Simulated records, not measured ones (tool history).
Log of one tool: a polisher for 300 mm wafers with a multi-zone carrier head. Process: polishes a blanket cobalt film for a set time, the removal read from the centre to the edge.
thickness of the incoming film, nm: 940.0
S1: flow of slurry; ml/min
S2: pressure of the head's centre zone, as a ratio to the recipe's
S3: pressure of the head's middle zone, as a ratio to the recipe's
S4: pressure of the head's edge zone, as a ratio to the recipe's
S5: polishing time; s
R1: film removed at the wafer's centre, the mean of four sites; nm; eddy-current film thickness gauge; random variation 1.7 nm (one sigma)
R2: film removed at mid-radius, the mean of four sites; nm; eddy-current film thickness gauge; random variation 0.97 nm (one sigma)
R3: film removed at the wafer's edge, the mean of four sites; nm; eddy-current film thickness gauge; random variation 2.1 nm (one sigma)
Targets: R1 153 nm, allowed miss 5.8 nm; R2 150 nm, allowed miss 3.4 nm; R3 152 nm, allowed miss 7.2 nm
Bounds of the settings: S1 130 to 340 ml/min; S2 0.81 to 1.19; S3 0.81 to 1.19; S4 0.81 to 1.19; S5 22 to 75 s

run,hour,S1,S2,S3,S4,S5,R1,R2,R3
1,0,220,1,1,1,48,221.12,221.28,226.63
2,9,215,0.99,0.98,0.97,45,205.01,201.87,210.57
3,10.2,215,0.98,0.98,0.94,42,189.99,190.57,194.51
4,18.5,215,0.9,0.98,0.94,42,172.86,189.75,189.43
5,21.2,215,0.9,0.94,0.94,42,172.75,182.92,195.05
6,27.6,215,0.91,0.94,0.92,40,170.34,173.98,183.58
7,33.4,210,0.91,0.94,0.9,39,166.8,170.35,171.64
8,36.7,200,0.9,0.92,0.89,39,162.01,164.47,173.27

Which of these 5 next moves meets every target?
A,40,190,0.95,0.92,0.84,36,?,?,?
B,40,185,1.13,0.95,0.81,33,?,?,?
C,40,230,0.84,0.92,0.97,36,?,?,?
D,40,145,1.01,0.91,0.81,38,?,?,?
E,40,160,0.86,1.01,1.04,41,?,?,?

move,R1,R2,R3
A,152.21,151.21,153.53
B,165.36,141.6,137.99
C,138.84,155.69,167.6
D,160.92,149.92,153.46
E,151.36,180.43,188.54
A: meets every target
B: takes the result that was furthest off past its target
C: nearer than the last run, and not there yet
D: brings the result that was furthest off to its target, and leaves another outside
E: further off than the last run
Answer: A
